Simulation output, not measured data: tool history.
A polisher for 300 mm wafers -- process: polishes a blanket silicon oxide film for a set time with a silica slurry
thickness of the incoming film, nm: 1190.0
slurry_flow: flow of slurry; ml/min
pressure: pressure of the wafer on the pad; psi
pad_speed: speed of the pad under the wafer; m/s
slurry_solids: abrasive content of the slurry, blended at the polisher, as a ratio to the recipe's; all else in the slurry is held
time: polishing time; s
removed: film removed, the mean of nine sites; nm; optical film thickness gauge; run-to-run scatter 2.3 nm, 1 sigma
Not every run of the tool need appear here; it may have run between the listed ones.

run 1 hour=0 | slurry_flow=255 pressure=4.2 pad_speed=0.96 slurry_solids=1 time=40 | removed=129.45
run 2 hour=4 | slurry_flow=230 pressure=4.2 pad_speed=0.96 slurry_solids=1 time=40 | removed=129.96
run 3 hour=10.9 | slurry_flow=230 pressure=4.8 pad_speed=0.98 slurry_solids=1 time=40 | removed=147.24
run 4 hour=19.9 | slurry_flow=230 pressure=4.3 pad_speed=0.98 slurry_solids=1 time=40 | removed=135.3
run 5 hour=27.4 | slurry_flow=195 pressure=4.3 pad_speed=0.98 slurry_solids=1 time=40 | removed=133.76
run 6 hour=31 | slurry_flow=195 pressure=4.9 pad_speed=1.02 slurry_solids=1 time=40 | removed=156.41
run 7 hour=35.1 | slurry_flow=195 pressure=5.3 pad_speed=1.04 slurry_solids=1 time=40 | removed=169.85
run 8 hour=42.2 | slurry_flow=195 pressure=5.6 pad_speed=1.06 slurry_solids=1 time=40 | removed=181.67
run 9 hour=43.6 | slurry_flow=195 pressure=5.8 pad_speed=1.08 slurry_solids=1 time=40 | removed=194.51

Forecast run 10:
run 10 hour=50.2 | slurry_flow=195 pressure=6 pad_speed=1.1 slurry_solids=1 time=40 | removed=?

For run 10 the tool returned removed 197.78 nm.
